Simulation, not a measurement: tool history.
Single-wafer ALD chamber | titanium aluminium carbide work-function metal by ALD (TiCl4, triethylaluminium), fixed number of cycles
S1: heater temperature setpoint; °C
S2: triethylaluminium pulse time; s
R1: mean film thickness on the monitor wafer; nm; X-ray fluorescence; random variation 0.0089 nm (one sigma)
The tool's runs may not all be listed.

{"run": 1, "day": 0.0, "S1": 300, "S2": 8.91, "R1": 1.978}
{"run": 2, "day": 0.329, "S1": 308, "S2": 8.91, "R1": 2.0264}
{"run": 3, "day": 0.458, "S1": 308, "S2": 7.42, "R1": 1.9303}
{"run": 4, "day": 0.504, "S1": 308, "S2": 5.07, "R1": 1.553}
{"run": 5, "day": 0.638, "S1": 309, "S2": 5.14, "R1": 1.5928}
{"run": 6, "day": 0.896, "S1": 310, "S2": 5.19, "R1": 1.5965}
{"run": 7, "day": 1.229, "S1": 311, "S2": 5.25, "R1": 1.6224}
{"run": 8, "day": 1.408, "S1": 311, "S2": 5.25, "R1": 1.6227}
{"run": 9, "day": 1.446, "S1": 312, "S2": 5.28, "R1": 1.6378}

The next listed run, before its measurement:
{"run": 10, "day": 1.667, "S1": 312, "S2": 5.3, "R1": "?"}

R1: 1.6381 nm

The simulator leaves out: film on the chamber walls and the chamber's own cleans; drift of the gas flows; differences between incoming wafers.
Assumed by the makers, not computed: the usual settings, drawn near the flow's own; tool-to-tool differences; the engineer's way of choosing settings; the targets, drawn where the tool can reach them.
